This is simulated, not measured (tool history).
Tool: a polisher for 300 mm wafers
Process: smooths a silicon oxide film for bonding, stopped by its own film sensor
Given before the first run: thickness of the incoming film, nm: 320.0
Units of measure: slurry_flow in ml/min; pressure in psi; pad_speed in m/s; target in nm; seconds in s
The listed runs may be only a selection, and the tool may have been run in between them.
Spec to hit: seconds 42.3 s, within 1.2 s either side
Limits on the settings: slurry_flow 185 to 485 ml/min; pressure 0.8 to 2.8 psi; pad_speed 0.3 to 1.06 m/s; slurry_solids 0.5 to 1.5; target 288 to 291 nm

Run 1, hour 0: slurry_flow 310 ml/min, pressure 1.8 psi, pad_speed 0.68 m/s, slurry_solids 1, target 288 nm. Result: seconds 70.331 s.
Run 2, hour 7.4: slurry_flow 310 ml/min, pressure 1.8 psi, pad_speed 0.68 m/s, slurry_solids 1, target 288 nm. Result: seconds 69.909 s.
Run 3, hour 13.2: slurry_flow 310 ml/min, pressure 1.4 psi, pad_speed 0.68 m/s, slurry_solids 1, target 288 nm. Result: seconds 89.939 s.
Run 4, hour 16.1: slurry_flow 310 ml/min, pressure 1.8 psi, pad_speed 0.68 m/s, slurry_solids 1, target 288 nm. Result: seconds 70.398 s.
Run 5, hour 23.9: slurry_flow 230 ml/min, pressure 1.8 psi, pad_speed 0.68 m/s, slurry_solids 1, target 288 nm. Result: seconds 73.139 s.
Run 6, hour 29.8: slurry_flow 255 ml/min, pressure 2.1 psi, pad_speed 0.68 m/s, slurry_solids 1, target 288 nm. Result: seconds 60.878 s.
Run 7, hour 34.6: slurry_flow 275 ml/min, pressure 2.3 psi, pad_speed 0.68 m/s, slurry_solids 1, target 288 nm. Result: seconds 55.972 s.
Run 8, hour 38.2: slurry_flow 280 ml/min, pressure 2.5 psi, pad_speed 0.68 m/s, slurry_solids 1, target 288 nm. Result: seconds 51.722 s.
Run 9, hour 46.9: slurry_flow 280 ml/min, pressure 2.6 psi, pad_speed 0.7 m/s, slurry_solids 1, target 288 nm. Result: seconds 48.409 s.
Run 10, hour 47.8: slurry_flow 280 ml/min, pressure 2.7 psi, pad_speed 0.72 m/s, slurry_solids 1, target 288 nm. Result: seconds 46.129 s.
Run 11, hour 56.2: slurry_flow 280 ml/min, pressure 2.7 psi, pad_speed 0.74 m/s, slurry_solids 1, target 288 nm. Result: seconds 46.218 s.
Run 12, hour 58.9: slurry_flow 280 ml/min, pressure 2.7 psi, pad_speed 0.76 m/s, slurry_solids 1, target 288 nm. Result: seconds 44.936 s.

Exercise: of the 5 proposed moves below, exactly one satisfies all targets within the stated allowed misses. Which move is it?
Run A, hour 61.6: slurry_flow 290 ml/min, pressure 2.8 psi, pad_speed 0.62 m/s, slurry_solids 1, target 290 nm. Result: seconds ?.
Run B, hour 61.6: slurry_flow 265 ml/min, pressure 2.8 psi, pad_speed 0.74 m/s, slurry_solids 0.95, target 290 nm. Result: seconds ?.
Run C, hour 61.6: slurry_flow 185 ml/min, pressure 2.8 psi, pad_speed 0.72 m/s, slurry_solids 0.95, target 290 nm. Result: seconds ?.
Run D, hour 61.6: slurry_flow 280 ml/min, pressure 2.4 psi, pad_speed 0.76 m/s, slurry_solids 1.25, target 289 nm. Result: seconds ?.
Run E, hour 61.6: slurry_flow 235 ml/min, pressure 2.6 psi, pad_speed 0.88 m/s, slurry_solids 0.9, target 289 nm. Result: seconds ?.

move  seconds
   A   45.875
   B    43.42
   C   46.355
   D   46.171
   E   45.778
A: misses by more than the last run did
B: in spec on every target
C: misses by more than the last run did
D: misses by more than the last run did
E: misses by more than the last run did
So the answer is move B, the one that meets all the targets.
